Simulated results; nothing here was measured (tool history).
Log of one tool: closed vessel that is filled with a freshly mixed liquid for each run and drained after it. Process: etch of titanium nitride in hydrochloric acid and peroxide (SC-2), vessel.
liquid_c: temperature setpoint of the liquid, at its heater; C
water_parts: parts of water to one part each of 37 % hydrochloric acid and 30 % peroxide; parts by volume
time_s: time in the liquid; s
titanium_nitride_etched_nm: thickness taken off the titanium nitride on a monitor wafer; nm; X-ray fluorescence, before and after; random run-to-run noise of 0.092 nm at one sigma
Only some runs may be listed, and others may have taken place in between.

{"run": 1, "day": 0.0, "liquid_c": 49.0, "water_parts": 6.5, "time_s": 325, "titanium_nitride_etched_nm": 9.1511}
{"run": 2, "day": 0.167, "liquid_c": 50.5, "water_parts": 6.5, "time_s": 325, "titanium_nitride_etched_nm": 10.131}
{"run": 3, "day": 0.388, "liquid_c": 51.5, "water_parts": 6.5, "time_s": 325, "titanium_nitride_etched_nm": 10.855}
{"run": 4, "day": 0.442, "liquid_c": 51.5, "water_parts": 6.5, "time_s": 350, "titanium_nitride_etched_nm": 11.618}
{"run": 5, "day": 0.771, "liquid_c": 47.0, "water_parts": 6.5, "time_s": 350, "titanium_nitride_etched_nm": 8.7302}
{"run": 6, "day": 1.071, "liquid_c": 48.5, "water_parts": 6.5, "time_s": 350, "titanium_nitride_etched_nm": 9.6135}
{"run": 7, "day": 1.175, "liquid_c": 49.5, "water_parts": 6.5, "time_s": 350, "titanium_nitride_etched_nm": 10.185}

Run 8, settings as shown, results not yet in. Your forecast:
{"run": 8, "day": 1.488, "liquid_c": 50.5, "water_parts": 6.5, "time_s": 350, "titanium_nitride_etched_nm": "?"}

Run 8 yielded titanium_nitride_etched_nm 10.8530 nm.

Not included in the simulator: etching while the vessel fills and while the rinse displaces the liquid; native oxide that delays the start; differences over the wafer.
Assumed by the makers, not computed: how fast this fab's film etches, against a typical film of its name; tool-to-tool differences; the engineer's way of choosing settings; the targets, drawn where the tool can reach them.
